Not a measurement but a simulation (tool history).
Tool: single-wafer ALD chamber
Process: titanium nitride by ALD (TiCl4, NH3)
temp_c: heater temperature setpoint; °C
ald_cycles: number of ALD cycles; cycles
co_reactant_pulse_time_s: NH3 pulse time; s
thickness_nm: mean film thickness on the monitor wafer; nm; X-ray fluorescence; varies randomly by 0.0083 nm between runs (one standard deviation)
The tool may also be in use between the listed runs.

{"run": 1, "hour": 0.0, "temp_c": 390, "ald_cycles": 90, "co_reactant_pulse_time_s": 1.53, "thickness_nm": 1.8939}
{"run": 2, "hour": 1.5, "temp_c": 390, "ald_cycles": 90, "co_reactant_pulse_time_s": 1.16, "thickness_nm": 1.8574}
{"run": 3, "hour": 3.5, "temp_c": 388, "ald_cycles": 89, "co_reactant_pulse_time_s": 1.07, "thickness_nm": 1.8048}
{"run": 4, "hour": 12.0, "temp_c": 381, "ald_cycles": 89, "co_reactant_pulse_time_s": 1.07, "thickness_nm": 1.779}
{"run": 5, "hour": 12.5, "temp_c": 381, "ald_cycles": 89, "co_reactant_pulse_time_s": 1.23, "thickness_nm": 1.8311}
{"run": 6, "hour": 19.8, "temp_c": 381, "ald_cycles": 89, "co_reactant_pulse_time_s": 1.16, "thickness_nm": 1.8037}

What will run 7 give?
{"run": 7, "hour": 24.5, "temp_c": 380, "ald_cycles": 89, "co_reactant_pulse_time_s": 1.12, "thickness_nm": "?"}

Run 7 yielded thickness_nm 1.7906 nm.
